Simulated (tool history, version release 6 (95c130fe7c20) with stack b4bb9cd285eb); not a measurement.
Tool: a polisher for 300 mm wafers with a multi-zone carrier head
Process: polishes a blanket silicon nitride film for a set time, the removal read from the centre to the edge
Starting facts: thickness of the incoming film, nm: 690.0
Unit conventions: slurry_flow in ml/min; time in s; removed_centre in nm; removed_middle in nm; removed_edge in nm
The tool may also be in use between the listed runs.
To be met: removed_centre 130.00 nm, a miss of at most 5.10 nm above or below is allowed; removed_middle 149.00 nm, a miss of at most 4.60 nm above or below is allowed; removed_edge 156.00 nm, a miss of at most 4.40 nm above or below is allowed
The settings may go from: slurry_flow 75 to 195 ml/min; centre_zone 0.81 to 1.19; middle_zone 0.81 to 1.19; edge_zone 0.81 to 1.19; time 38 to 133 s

run  hour  slurry_flow  centre_zone  middle_zone  edge_zone  time  removed_centre  removed_middle  removed_edge
  1   0.0          125         1.00         1.00       1.00    85          117.56          113.82        118.33
  2   4.3          130         0.99         1.01       1.02    86          117.69          116.47        120.54
  3   6.1          135         0.98         1.01       1.03    88          122.46          118.65        124.95
  4   9.1          135         1.03         1.01       1.03    88          124.76          119.48        123.96
  5  14.2          145         1.03         1.01       1.03    88          126.65          122.59        126.15
  6  15.9          150         1.01         1.02       1.05    89          127.74          124.65        128.64
  7  24.9          150         0.99         1.03       1.06    90          127.04          125.58        129.79
  8  30.0          150         0.99         1.03       1.06    90          129.34          126.25        130.03
  9  38.4          145         0.97         1.04       1.07    92          128.53          130.41        133.40
 10  45.2          145         0.95         1.04       1.08    93          124.15          130.93        136.62
 11  50.7          150         0.95         1.04       1.09    94          126.45          133.24        139.89
 12  57.4          155         0.95         1.04       1.10    94          131.37          135.54        139.65
     58.0  -- worn pad replaced by a new one
 13  58.0          150         0.85         1.05       1.18   103          133.82          158.19        167.18

Exactly one of the 4 candidate moves below puts every result within its allowed miss. Which one?
  A  58.6          135         0.90         1.09       1.19    95               ?               ?             ?
  B  58.6          185         0.81         1.12       1.14    95               ?               ?             ?
  C  58.6          150         0.84         1.00       1.19   101               ?               ?             ?
  D  58.6          140         0.83         0.98       1.19    95               ?               ?             ?

move  removed_centre  removed_middle  removed_edge
   A          126.47          148.36        154.00
   B          119.56          158.77        155.56
   C          127.55          148.91        165.73
   D          117.17          136.34        154.82
A: all results land within tolerance of their targets
B: brings the result that was furthest off to its target, and leaves another outside
C: better than the last run, though not everything is in spec
D: brings the result that was furthest off to its target, and leaves another outside
A is the move that brings every result within its allowed miss.
